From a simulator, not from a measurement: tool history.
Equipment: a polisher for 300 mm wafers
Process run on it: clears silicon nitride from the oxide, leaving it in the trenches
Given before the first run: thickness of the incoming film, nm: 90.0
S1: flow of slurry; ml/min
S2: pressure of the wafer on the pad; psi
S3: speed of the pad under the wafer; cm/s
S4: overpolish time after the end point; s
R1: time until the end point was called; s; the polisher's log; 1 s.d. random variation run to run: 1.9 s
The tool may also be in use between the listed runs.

run    day   S1   S2   S3  S4      R1
  1      0  275  2.7  126  27  69.453
  2  0.358  305  2.7  126  27  68.517
  3  0.588  305  2.7  126  27   67.37
  4  0.704  300  2.5  124  27  74.015
  5   1.05  300  2.4  120  27  79.181
  6  1.129  235  2.4  120  27  81.153

Run 7 comes next. What will it give?
  7  1.496  235  2.3  118  27   ?

Run 7 yielded R1 84.884 s.
